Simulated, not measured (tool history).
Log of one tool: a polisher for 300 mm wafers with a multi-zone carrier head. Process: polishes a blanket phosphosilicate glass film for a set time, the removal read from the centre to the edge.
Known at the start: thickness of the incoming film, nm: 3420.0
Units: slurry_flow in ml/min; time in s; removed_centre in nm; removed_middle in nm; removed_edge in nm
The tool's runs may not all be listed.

run,hour,slurry_flow,centre_zone,middle_zone,edge_zone,slurry_solids,time,removed_centre,removed_middle,removed_edge
1,0.0,150,1.00,1.00,1.00,1.00,62,602.36,614.63,603.05
2,3.9,145,1.02,0.98,0.98,1.00,62,606.81,598.39,602.90
3,6.4,145,1.02,0.98,0.94,1.00,62,615.19,598.95,591.22
4,12.3,145,1.02,0.98,0.94,1.00,48,472.11,466.19,458.24
5,18.4,145,1.02,0.98,0.94,0.85,48,436.37,426.61,423.36
6,23.7,145,1.02,0.98,0.86,0.85,48,439.33,428.68,413.09
7,25.8,155,1.04,0.98,0.89,0.90,48,470.29,449.70,434.43

Run 8 comes next. What will it give?
8,33.1,195,1.14,0.99,0.99,1.00,48,?,?,?

removed_centre: 555.01 nm
removed_middle: 493.80 nm
removed_edge: 478.44 nm

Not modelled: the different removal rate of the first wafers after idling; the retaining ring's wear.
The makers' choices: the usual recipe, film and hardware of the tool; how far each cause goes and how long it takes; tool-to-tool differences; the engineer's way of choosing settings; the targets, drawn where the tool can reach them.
